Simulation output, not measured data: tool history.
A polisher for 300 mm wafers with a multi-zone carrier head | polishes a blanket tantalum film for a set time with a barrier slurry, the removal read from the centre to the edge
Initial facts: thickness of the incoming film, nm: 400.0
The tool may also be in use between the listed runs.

| run | day | flow of slurry (ml/min) | pressure of the head's centre zone | pressure of the head's middle zone | pressure of the head's edge zone | abrasive content of the slurry | polishing time (s) | film removed at the wafer's centre (nm) | film removed at mid-radius (nm) | film removed at the wafer's edge (nm) |
|---|---|---|---|---|---|---|---|---|---|---|
| 1 | 0.000 | 160 | 1.00 | 1.00 | 1.00 | 1.00 | 43 | 96.996 | 98.853 | 100.690 |
| 2 | 0.271 | 165 | 1.00 | 1.00 | 1.02 | 1.00 | 43 | 97.433 | 98.011 | 103.740 |
| 3 | 0.592 | 165 | 1.00 | 1.00 | 1.02 | 0.85 | 43 | 91.962 | 90.807 | 98.782 |
| 4 | 0.788 | 165 | 1.00 | 1.00 | 1.05 | 0.85 | 43 | 91.385 | 94.239 | 97.890 |
| 5 | 0.996 | 165 | 0.94 | 1.00 | 1.05 | 0.85 | 43 | 87.182 | 93.890 | 100.290 |
| 6 | 1.154 | 170 | 0.94 | 1.00 | 1.06 | 0.85 | 43 | 87.708 | 94.090 | 99.923 |
| 7 | 1.346 | 175 | 0.94 | 0.99 | 1.07 | 0.90 | 43 | 88.976 | 94.493 | 103.150 |

Run 8 has not been measured yet. What should we expect?
| 8 | 1.675 | 180 | 0.94 | 0.99 | 1.08 | 0.90 | 43 | ? | ? | ? |

{"run 8": {"film removed at the wafer's centre (nm)": 88.598, "film removed at mid-radius (nm)": 97.871, "film removed at the wafer's edge (nm)": 104.71}}

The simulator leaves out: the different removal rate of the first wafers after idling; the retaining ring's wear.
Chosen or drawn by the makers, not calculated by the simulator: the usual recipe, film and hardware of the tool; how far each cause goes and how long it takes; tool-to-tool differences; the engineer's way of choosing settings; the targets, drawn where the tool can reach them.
